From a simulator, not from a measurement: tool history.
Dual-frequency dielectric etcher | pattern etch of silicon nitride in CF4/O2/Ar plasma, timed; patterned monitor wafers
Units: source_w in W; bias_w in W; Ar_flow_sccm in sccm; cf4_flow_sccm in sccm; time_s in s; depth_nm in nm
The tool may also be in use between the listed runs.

| run | hour | source_w | bias_w | Ar_flow_sccm | cf4_flow_sccm | time_s | depth_nm |
|---|---|---|---|---|---|---|---|
| 1 | 0 | 650 | 56 | 108 | 132 | 307.5 | 758.73 |
| 2 | 7.3 | 630 | 56 | 108 | 132 | 307.5 | 736.43 |
| 3 | 11.9 | 700 | 56 | 108 | 132 | 307.5 | 793.59 |
| 4 | 20.9 | 700 | 56 | 108 | 117 | 307.5 | 773.64 |
| 5 | 29.8 | 670 | 56 | 108 | 117 | 307.5 | 752.8 |
| 6 | 32.1 | 670 | 56 | 108 | 117 | 307.5 | 751.34 |
| 7 | 41.2 | 640 | 56 | 108 | 117 | 307.5 | 724.25 |
| 8 | 45.7 | 640 | 56 | 108 | 117 | 307.5 | 720.58 |

Run 9 is up next; what results do you expect?
| 9 | 49 | 620 | 56 | 108 | 117 | 307.5 | ? |

{"run 9": {"depth_nm": 706.68}}
